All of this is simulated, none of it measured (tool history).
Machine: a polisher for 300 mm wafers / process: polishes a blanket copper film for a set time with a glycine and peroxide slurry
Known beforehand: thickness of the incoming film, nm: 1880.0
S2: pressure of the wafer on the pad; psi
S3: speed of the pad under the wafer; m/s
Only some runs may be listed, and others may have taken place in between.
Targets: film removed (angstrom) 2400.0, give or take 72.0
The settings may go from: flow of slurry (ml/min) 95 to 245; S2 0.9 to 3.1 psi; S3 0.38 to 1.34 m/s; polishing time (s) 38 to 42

Run 1, day 0.000: flow of slurry (ml/min) 155, S2 2.0 psi, S3 0.86 m/s, polishing time (s) 42. Result: film removed (angstrom) 1572.3.
Run 2, day 0.346: flow of slurry (ml/min) 155, S2 2.0 psi, S3 1.02 m/s, polishing time (s) 42. Result: film removed (angstrom) 1787.3.
Run 3, day 0.667: flow of slurry (ml/min) 160, S2 2.1 psi, S3 1.02 m/s, polishing time (s) 42. Result: film removed (angstrom) 1889.2.
Run 4, day 0.975: flow of slurry (ml/min) 160, S2 2.1 psi, S3 1.12 m/s, polishing time (s) 42. Result: film removed (angstrom) 2007.8.
Run 5, day 1.000: flow of slurry (ml/min) 135, S2 2.1 psi, S3 1.12 m/s, polishing time (s) 42. Result: film removed (angstrom) 1971.6.
Run 6, day 1.046: flow of slurry (ml/min) 160, S2 2.1 psi, S3 1.12 m/s, polishing time (s) 42. Result: film removed (angstrom) 2003.4.
Run 7, day 1.162: flow of slurry (ml/min) 160, S2 2.2 psi, S3 1.12 m/s, polishing time (s) 42. Result: film removed (angstrom) 2083.9.
Run 8, day 1.321: flow of slurry (ml/min) 165, S2 2.3 psi, S3 1.12 m/s, polishing time (s) 42. Result: film removed (angstrom) 2190.8.
Run 9, day 1.358: flow of slurry (ml/min) 170, S2 2.3 psi, S3 1.12 m/s, polishing time (s) 42. Result: film removed (angstrom) 2206.6.
Run 10, day 1.533: flow of slurry (ml/min) 175, S2 2.3 psi, S3 1.12 m/s, polishing time (s) 42. Result: film removed (angstrom) 2184.1.
Run 11, day 1.600: flow of slurry (ml/min) 175, S2 2.3 psi, S3 1.12 m/s, polishing time (s) 42. Result: film removed (angstrom) 2199.1.
Run 12, day 1.867: flow of slurry (ml/min) 180, S2 2.4 psi, S3 1.12 m/s, polishing time (s) 42. Result: film removed (angstrom) 2266.3.

Below are 5 possible settings for the next run. Only one of them brings all results inside the allowed miss of their targets. Which is it?
Run A, day 2.133: flow of slurry (ml/min) 175, S2 2.1 psi, S3 1.32 m/s, polishing time (s) 39. Result: film removed (angstrom) ?.
Run B, day 2.133: flow of slurry (ml/min) 210, S2 2.5 psi, S3 0.96 m/s, polishing time (s) 42. Result: film removed (angstrom) ?.
Run C, day 2.133: flow of slurry (ml/min) 245, S2 2.3 psi, S3 1.16 m/s, polishing time (s) 38. Result: film removed (angstrom) ?.
Run D, day 2.133: flow of slurry (ml/min) 175, S2 2.2 psi, S3 1.34 m/s, polishing time (s) 41. Result: film removed (angstrom) ?.
Run E, day 2.133: flow of slurry (ml/min) 180, S2 2.6 psi, S3 1.16 m/s, polishing time (s) 38. Result: film removed (angstrom) ?.

move  film removed (angstrom)
   A                   2135.5
   B                   2089.4
   C                   2093.3
   D                   2362.5
   E                   2239.3
A: lands further from the targets than the last run did
B: lands further from the targets than the last run did
C: lands further from the targets than the last run did
D: meets every target
E: lands further from the targets than the last run did
The right move is D.
